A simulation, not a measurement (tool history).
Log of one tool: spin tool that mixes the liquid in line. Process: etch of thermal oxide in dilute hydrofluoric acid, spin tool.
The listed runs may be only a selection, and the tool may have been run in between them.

| run | day | temperature setpoint of the liquid (C) | parts of water to one part of 49 % hydrofluoric acid (parts by volume) | time under the liquid (s) | thickness taken off the thermal oxide on a monitor wafer (Å) |
|---|---|---|---|---|---|
| 1 | 0 | 23 | 105 | 65 | 25.304 |
| 2 | 0.333 | 23 | 95 | 65 | 28.005 |
| 3 | 0.446 | 25 | 85 | 65 | 34.848 |
| 4 | 0.696 | 25 | 85 | 65 | 34.609 |
| 5 | 1.046 | 25 | 105 | 65 | 27.432 |
| 6 | 1.292 | 25 | 105 | 65 | 27.615 |
| 7 | 1.433 | 26.5 | 95 | 65 | 32.395 |
| 8 | 1.517 | 27.5 | 85 | 65 | 37.692 |

Run 9 is up next; what results do you expect?
| 9 | 1.65 | 27.5 | 85 | 65 | ? |

{"run 9": {"thickness taken off the thermal oxide on a monitor wafer (Å)": 38.781}}
